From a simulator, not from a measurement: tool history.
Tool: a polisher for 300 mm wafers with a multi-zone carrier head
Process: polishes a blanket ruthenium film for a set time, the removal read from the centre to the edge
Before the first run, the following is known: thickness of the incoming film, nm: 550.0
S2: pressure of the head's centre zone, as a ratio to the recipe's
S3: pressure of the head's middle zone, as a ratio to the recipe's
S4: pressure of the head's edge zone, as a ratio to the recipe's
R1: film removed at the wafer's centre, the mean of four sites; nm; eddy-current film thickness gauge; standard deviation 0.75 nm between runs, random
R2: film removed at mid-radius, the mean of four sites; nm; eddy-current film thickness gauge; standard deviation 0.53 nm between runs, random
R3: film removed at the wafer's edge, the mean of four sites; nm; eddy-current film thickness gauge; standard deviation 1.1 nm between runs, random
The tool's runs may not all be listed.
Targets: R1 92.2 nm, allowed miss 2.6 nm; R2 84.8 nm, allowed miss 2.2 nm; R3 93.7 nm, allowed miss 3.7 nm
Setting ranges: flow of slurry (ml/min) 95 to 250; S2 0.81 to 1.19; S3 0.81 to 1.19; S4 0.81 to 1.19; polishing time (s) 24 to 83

run 1 day=0 | flow_of_slurry_(ml/min)=160 S2=1 S3=1 S4=1 polishing_time_(s)=53 | R1=71.142 R2=70.787 R3=69.2
run 2 day=0.296 | flow_of_slurry_(ml/min)=165 S2=1.01 S3=0.99 S4=1.03 polishing_time_(s)=55 | R1=74.236 R2=73.473 R3=73.541
run 3 day=0.371 | flow_of_slurry_(ml/min)=175 S2=1.03 S3=0.98 S4=1.06 polishing_time_(s)=56 | R1=78.456 R2=74.578 R3=77.09
run 4 day=0.412 | flow_of_slurry_(ml/min)=175 S2=1.03 S3=0.92 S4=1.06 polishing_time_(s)=56 | R1=78.042 R2=70.749 R3=77.547
run 5 day=0.717 | flow_of_slurry_(ml/min)=145 S2=1.03 S3=0.92 S4=1.06 polishing_time_(s)=56 | R1=74.31 R2=68.354 R3=73.694
run 6 day=0.975 | flow_of_slurry_(ml/min)=145 S2=0.96 S3=0.92 S4=1.06 polishing_time_(s)=56 | R1=71.525 R2=68.705 R3=74.296
run 7 day=1.108 | flow_of_slurry_(ml/min)=160 S2=0.98 S3=0.93 S4=1.08 polishing_time_(s)=57 | R1=73.948 R2=72.34 R3=78.928
run 8 day=1.204 | flow_of_slurry_(ml/min)=175 S2=1 S3=0.94 S4=1.09 polishing_time_(s)=57 | R1=77.108 R2=73.496 R3=78.577
run 9 day=1.433 | flow_of_slurry_(ml/min)=175 S2=1 S3=0.94 S4=1.09 polishing_time_(s)=57 | R1=78.228 R2=73.331 R3=79.425
run 10 day=1.604 | flow_of_slurry_(ml/min)=185 S2=1 S3=0.95 S4=1.11 polishing_time_(s)=58 | R1=80.454 R2=75.344 R3=82.622
run 11 day=1.858 | flow_of_slurry_(ml/min)=195 S2=1 S3=0.96 S4=1.12 polishing_time_(s)=58 | R1=81.624 R2=76.533 R3=82.184
run 12 day=2.229 | flow_of_slurry_(ml/min)=200 S2=1 S3=0.96 S4=1.13 polishing_time_(s)=59 | R1=81.904 R2=80.289 R3=84.275

Consider the 5 candidate settings below. Which is the only one whose results all fall within their allowed miss of target?
run A day=2.6 | flow_of_slurry_(ml/min)=175 S2=1.05 S3=0.81 S4=1.19 polishing_time_(s)=71 | R1=? R2=? R3=?
run B day=2.6 | flow_of_slurry_(ml/min)=155 S2=0.98 S3=0.89 S4=1.04 polishing_time_(s)=70 | R1=? R2=? R3=?
run C day=2.6 | flow_of_slurry_(ml/min)=155 S2=1.12 S3=0.83 S4=1.07 polishing_time_(s)=69 | R1=? R2=? R3=?
run D day=2.6 | flow_of_slurry_(ml/min)=185 S2=1.06 S3=0.81 S4=1.18 polishing_time_(s)=65 | R1=? R2=? R3=?
run E day=2.6 | flow_of_slurry_(ml/min)=195 S2=1.08 S3=0.84 S4=1.15 polishing_time_(s)=68 | R1=? R2=? R3=?

move=A R1=100.1 R2=81.211 R3=103.47
move=B R1=91.906 R2=84.558 R3=94.762
move=C R1=99.044 R2=78.656 R3=94.556
move=D R1=93.226 R2=75.063 R3=95.053
move=E R1=99.735 R2=81.587 R3=98.94
A: carries the result that was furthest off beyond its target, to the other side
B: all results land within tolerance of their targets
C: carries the result that was furthest off beyond its target, to the other side
D: brings the last run's worst result on target, with another outside its allowed miss
E: carries the result that was furthest off beyond its target, to the other side
B meets every target.

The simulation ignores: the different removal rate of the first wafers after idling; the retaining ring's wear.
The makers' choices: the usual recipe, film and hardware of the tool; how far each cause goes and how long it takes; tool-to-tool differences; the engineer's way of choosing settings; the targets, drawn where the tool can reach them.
